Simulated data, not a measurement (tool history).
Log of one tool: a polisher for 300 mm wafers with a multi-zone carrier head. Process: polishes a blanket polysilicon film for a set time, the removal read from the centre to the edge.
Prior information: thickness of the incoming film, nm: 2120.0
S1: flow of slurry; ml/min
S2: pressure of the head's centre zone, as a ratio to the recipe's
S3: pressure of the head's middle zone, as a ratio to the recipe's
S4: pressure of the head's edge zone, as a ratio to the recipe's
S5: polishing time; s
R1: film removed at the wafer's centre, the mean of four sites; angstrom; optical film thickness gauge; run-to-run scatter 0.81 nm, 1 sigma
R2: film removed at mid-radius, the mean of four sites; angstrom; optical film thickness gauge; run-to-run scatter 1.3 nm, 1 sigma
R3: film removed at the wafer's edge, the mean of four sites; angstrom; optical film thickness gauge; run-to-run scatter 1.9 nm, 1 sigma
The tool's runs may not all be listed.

run	day	S1	S2	S3	S4	S5	R1	R2	R3
1	0	190	1	1	1	33	2340.6	2349.1	2277.9
2	0.246	190	0.98	1.02	0.94	27	1843.7	1997.8	1810.5
3	0.425	190	0.98	1.01	0.9	24	1669	1756.7	1584
4	0.625	190	0.97	1.01	0.87	22	1508	1610.9	1393.5
5	0.721	215	0.97	1.01	0.87	22	1534.7	1635.5	1419.1
6	0.996	215	0.92	1.01	0.87	22	1447.8	1639.6	1461.4
7	1.175	210	0.93	1.01	0.85	21	1396.3	1563.9	1381.1
8	1.412	175	0.97	1.04	0.81	19	1274.1	1401.2	1189
9	1.679	185	0.97	1.04	0.82	19	1284.9	1442	1197.8

What will run 10 give?
10	1.875	190	0.97	1.04	0.83	19	?	?	?

Run 10 produced R1 1294.6 angstrom, R2 1424.3 angstrom, R3 1230 angstrom.
